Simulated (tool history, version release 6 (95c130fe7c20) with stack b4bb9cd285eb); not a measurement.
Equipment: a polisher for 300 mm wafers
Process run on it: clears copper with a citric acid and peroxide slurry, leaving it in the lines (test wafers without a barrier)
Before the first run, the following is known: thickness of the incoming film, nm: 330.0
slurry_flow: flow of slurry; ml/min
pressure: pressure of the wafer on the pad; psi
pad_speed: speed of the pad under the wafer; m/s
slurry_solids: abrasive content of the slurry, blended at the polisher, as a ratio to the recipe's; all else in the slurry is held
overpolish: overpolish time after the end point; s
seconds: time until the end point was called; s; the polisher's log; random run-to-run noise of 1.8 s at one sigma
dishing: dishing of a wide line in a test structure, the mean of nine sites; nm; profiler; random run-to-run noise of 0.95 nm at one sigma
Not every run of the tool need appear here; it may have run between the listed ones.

Run 1, hour 0.0: slurry_flow 220 ml/min, pressure 2.3 psi, pad_speed 1.24 m/s, slurry_solids 1.00, overpolish 28 s. Result: seconds 191.69 s, dishing 34.294 nm.
Run 2, hour 9.0: slurry_flow 220 ml/min, pressure 2.3 psi, pad_speed 1.24 m/s, slurry_solids 1.00, overpolish 23 s. Result: seconds 193.63 s, dishing 29.194 nm.
Run 3, hour 10.6: slurry_flow 220 ml/min, pressure 2.5 psi, pad_speed 1.28 m/s, slurry_solids 1.00, overpolish 25 s. Result: seconds 176.42 s, dishing 34.135 nm.
Run 4, hour 13.8: slurry_flow 220 ml/min, pressure 2.5 psi, pad_speed 1.42 m/s, slurry_solids 1.00, overpolish 25 s. Result: seconds 159.25 s, dishing 36.312 nm.
Run 5, hour 16.6: slurry_flow 220 ml/min, pressure 3.0 psi, pad_speed 1.42 m/s, slurry_solids 1.00, overpolish 25 s. Result: seconds 142.88 s, dishing 41.446 nm.
Run 6, hour 19.4: slurry_flow 220 ml/min, pressure 3.0 psi, pad_speed 1.42 m/s, slurry_solids 0.85, overpolish 25 s. Result: seconds 146.43 s, dishing 39.661 nm.
Run 7, hour 20.6: slurry_flow 225 ml/min, pressure 3.0 psi, pad_speed 1.48 m/s, slurry_solids 0.90, overpolish 27 s. Result: seconds 135.68 s, dishing 43.297 nm.
Run 8, hour 28.0: slurry_flow 225 ml/min, pressure 3.0 psi, pad_speed 1.50 m/s, slurry_solids 0.95, overpolish 29 s. Result: seconds 129.88 s, dishing 47.567 nm.
Run 9, hour 32.4: slurry_flow 225 ml/min, pressure 3.1 psi, pad_speed 1.52 m/s, slurry_solids 1.00, overpolish 30 s. Result: seconds 131.78 s, dishing 50.390 nm.
Run 10, hour 38.3: slurry_flow 225 ml/min, pressure 3.2 psi, pad_speed 1.56 m/s, slurry_solids 1.00, overpolish 31 s. Result: seconds 123.77 s, dishing 53.659 nm.
Run 11, hour 39.7: slurry_flow 225 ml/min, pressure 3.3 psi, pad_speed 1.58 m/s, slurry_solids 1.00, overpolish 32 s. Result: seconds 117.00 s, dishing 55.291 nm.
Run 12, hour 46.4: slurry_flow 225 ml/min, pressure 3.3 psi, pad_speed 1.58 m/s, slurry_solids 1.00, overpolish 33 s. Result: seconds 117.64 s, dishing 57.881 nm.

Run 13 is up next; what results do you expect?
Run 13, hour 54.4: slurry_flow 225 ml/min, pressure 3.4 psi, pad_speed 1.58 m/s, slurry_solids 1.00, overpolish 34 s. Result: seconds ?, dishing ?.

{"run 13": {"seconds": 113.75, "dishing": 59.847}}
